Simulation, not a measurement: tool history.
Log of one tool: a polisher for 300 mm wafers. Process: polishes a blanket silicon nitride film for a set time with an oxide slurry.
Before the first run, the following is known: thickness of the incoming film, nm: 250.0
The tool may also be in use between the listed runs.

run	hour	flow of slurry (ml/min)	pressure of the wafer on the pad (kPa)	speed of the pad under the wafer (m/s)	abrasive content of the slurry	polishing time (s)	film removed (Å)
1	0.0	235	24.1	0.94	1.00	43	217.04
2	5.6	235	24.1	0.94	1.00	43	215.21
3	13.2	265	24.1	0.94	1.00	43	221.54
4	21.5	245	22.8	0.94	1.00	43	206.48
5	28.9	245	22.8	0.94	0.85	43	198.62
6	34.8	230	22.1	0.94	0.85	43	189.74

For run 7, what comes out?
7	41.9	220	21.4	0.94	0.85	43	?

{"run 7": {"film removed (Å)": 184.83}}

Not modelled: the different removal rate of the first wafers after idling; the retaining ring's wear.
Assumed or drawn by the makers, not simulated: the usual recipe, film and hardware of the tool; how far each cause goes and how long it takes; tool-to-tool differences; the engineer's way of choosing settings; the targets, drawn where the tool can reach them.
